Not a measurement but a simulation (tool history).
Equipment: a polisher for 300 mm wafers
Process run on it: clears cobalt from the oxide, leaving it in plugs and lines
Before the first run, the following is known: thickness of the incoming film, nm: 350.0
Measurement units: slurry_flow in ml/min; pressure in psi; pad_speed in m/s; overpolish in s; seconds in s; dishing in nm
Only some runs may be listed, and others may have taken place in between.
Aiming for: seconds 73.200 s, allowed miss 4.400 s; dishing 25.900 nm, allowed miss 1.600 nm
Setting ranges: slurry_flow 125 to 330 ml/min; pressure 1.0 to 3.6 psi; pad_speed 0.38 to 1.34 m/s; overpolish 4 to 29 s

{"run": 1, "hour": 0.0, "slurry_flow": 210, "pressure": 2.3, "pad_speed": 0.86, "overpolish": 15, "seconds": 55.631, "dishing": 45.562}
{"run": 2, "hour": 7.1, "slurry_flow": 210, "pressure": 2.1, "pad_speed": 0.86, "overpolish": 12, "seconds": 62.037, "dishing": 39.025}
{"run": 3, "hour": 14.2, "slurry_flow": 210, "pressure": 2.1, "pad_speed": 0.72, "overpolish": 12, "seconds": 72.013, "dishing": 35.966}
{"run": 4, "hour": 22.7, "slurry_flow": 210, "pressure": 1.7, "pad_speed": 0.72, "overpolish": 12, "seconds": 90.999, "dishing": 32.722}
{"run": 5, "hour": 30.3, "slurry_flow": 225, "pressure": 1.8, "pad_speed": 0.7, "overpolish": 10, "seconds": 84.507, "dishing": 29.57}
{"run": 6, "hour": 31.1, "slurry_flow": 225, "pressure": 1.5, "pad_speed": 0.7, "overpolish": 10, "seconds": 101.08, "dishing": 26.068}
{"run": 7, "hour": 40.0, "slurry_flow": 230, "pressure": 1.8, "pad_speed": 0.86, "overpolish": 4, "seconds": 72.05, "dishing": 17.294}
{"run": 8, "hour": 44.5, "slurry_flow": 220, "pressure": 1.9, "pad_speed": 0.82, "overpolish": 5, "seconds": 71.184, "dishing": 20.791}

Exactly one of the 5 candidate moves below puts every result within its allowed miss. Which one?
{"run": "A", "hour": 49.0, "slurry_flow": 205, "pressure": 1.8, "pad_speed": 0.84, "overpolish": 7, "seconds": "?", "dishing": "?"}
{"run": "B", "hour": 49.0, "slurry_flow": 225, "pressure": 1.7, "pad_speed": 0.94, "overpolish": 4, "seconds": "?", "dishing": "?"}
{"run": "C", "hour": 49.0, "slurry_flow": 325, "pressure": 2.1, "pad_speed": 0.7, "overpolish": 4, "seconds": "?", "dishing": "?"}
{"run": "D", "hour": 49.0, "slurry_flow": 150, "pressure": 2.3, "pad_speed": 0.76, "overpolish": 8, "seconds": "?", "dishing": "?"}
{"run": "E", "hour": 49.0, "slurry_flow": 235, "pressure": 2.1, "pad_speed": 0.8, "overpolish": 6, "seconds": "?", "dishing": "?"}

move=A seconds=73.930 dishing=25.591
move=B seconds=70.046 dishing=17.259
move=C seconds=70.491 dishing=17.172
move=D seconds=66.983 dishing=30.038
move=E seconds=65.208 dishing=25.050
A: each result inside its tolerance
B: further off than the last run
C: further off than the last run
D: the result that was furthest off in the last run now lies on the other side of its target
E: meets the target for the result that was furthest off, but another lies outside its allowed miss
Answer: A

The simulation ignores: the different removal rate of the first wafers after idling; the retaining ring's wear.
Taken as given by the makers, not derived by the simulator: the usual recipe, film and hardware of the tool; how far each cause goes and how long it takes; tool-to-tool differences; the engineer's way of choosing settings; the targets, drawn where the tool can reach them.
